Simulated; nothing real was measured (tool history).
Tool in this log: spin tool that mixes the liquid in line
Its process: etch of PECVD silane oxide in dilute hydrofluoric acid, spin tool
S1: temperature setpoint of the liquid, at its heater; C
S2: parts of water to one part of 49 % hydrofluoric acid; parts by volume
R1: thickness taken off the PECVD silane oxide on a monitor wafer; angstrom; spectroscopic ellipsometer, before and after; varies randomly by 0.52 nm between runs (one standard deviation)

Run 1, hour 0: S1 21 C, S2 100 parts by volume, time under the liquid (s) 320. Result: R1 567.39 angstrom.
Run 2, hour 4.2: S1 21 C, S2 100 parts by volume, time under the liquid (s) 320. Result: R1 566.6 angstrom.
Run 3, hour 8.7: S1 22 C, S2 95 parts by volume, time under the liquid (s) 320. Result: R1 628.73 angstrom.
Run 4, hour 9.8: S1 22 C, S2 95 parts by volume, time under the liquid (s) 320. Result: R1 629.09 angstrom.
Run 5, hour 16.4: S1 23 C, S2 95 parts by volume, time under the liquid (s) 320. Result: R1 650.18 angstrom.
Run 6, hour 22.3: S1 24 C, S2 90 parts by volume, time under the liquid (s) 320. Result: R1 724.96 angstrom.

Estimate the outcome of run 7 from the log above:
Run 7, hour 31.1: S1 28 C, S2 55 parts by volume, time under the liquid (s) 320. Result: R1 ?.

{"run 7": {"R1": 1440.1}}

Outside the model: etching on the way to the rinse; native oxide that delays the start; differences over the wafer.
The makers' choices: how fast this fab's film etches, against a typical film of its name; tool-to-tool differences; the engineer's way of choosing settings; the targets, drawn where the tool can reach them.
